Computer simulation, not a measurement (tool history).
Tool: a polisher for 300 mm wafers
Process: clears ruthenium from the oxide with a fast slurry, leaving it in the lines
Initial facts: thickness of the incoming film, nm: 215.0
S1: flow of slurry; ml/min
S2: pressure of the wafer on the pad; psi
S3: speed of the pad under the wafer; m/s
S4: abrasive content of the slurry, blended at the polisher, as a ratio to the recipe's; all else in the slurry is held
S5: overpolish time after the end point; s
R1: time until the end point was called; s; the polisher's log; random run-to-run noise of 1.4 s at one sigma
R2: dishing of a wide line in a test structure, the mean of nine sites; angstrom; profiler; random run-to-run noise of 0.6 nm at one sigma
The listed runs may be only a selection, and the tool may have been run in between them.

| run | hour | S1 | S2 | S3 | S4 | S5 | R1 | R2 |
|---|---|---|---|---|---|---|---|---|
| 1 | 0.0 | 220 | 1.7 | 0.96 | 1.00 | 21 | 85.131 | 386.67 |
| 2 | 8.0 | 220 | 1.7 | 0.96 | 1.00 | 23 | 84.261 | 414.37 |
| 3 | 11.5 | 220 | 1.7 | 0.72 | 1.00 | 23 | 109.630 | 324.97 |
| 4 | 12.7 | 220 | 1.8 | 0.72 | 1.00 | 25 | 106.920 | 367.14 |
| 5 | 21.4 | 220 | 1.8 | 0.60 | 1.00 | 25 | 128.070 | 319.70 |
| 6 | 29.6 | 220 | 1.8 | 0.60 | 1.10 | 25 | 119.550 | 328.31 |
| 7 | 36.7 | 215 | 1.9 | 0.60 | 1.10 | 26 | 113.870 | 360.58 |
| 8 | 40.4 | 215 | 1.9 | 0.60 | 1.10 | 26 | 111.400 | 357.18 |
| 9 | 43.9 | 215 | 2.0 | 0.60 | 1.05 | 27 | 110.590 | 374.49 |
| 10 | 46.7 | 215 | 2.1 | 0.62 | 1.05 | 28 | 98.572 | 414.24 |
| 11 | 51.6 | 215 | 2.1 | 0.62 | 1.05 | 29 | 100.500 | 430.60 |
| 12 | 60.6 | 215 | 2.1 | 0.62 | 1.05 | 30 | 101.510 | 445.72 |

What does the tool deliver on the next run?
| 13 | 63.2 | 215 | 2.1 | 0.62 | 1.05 | 31 | ? | ? |

Run 13 yielded R1 104.080 s, R2 458.80 angstrom.

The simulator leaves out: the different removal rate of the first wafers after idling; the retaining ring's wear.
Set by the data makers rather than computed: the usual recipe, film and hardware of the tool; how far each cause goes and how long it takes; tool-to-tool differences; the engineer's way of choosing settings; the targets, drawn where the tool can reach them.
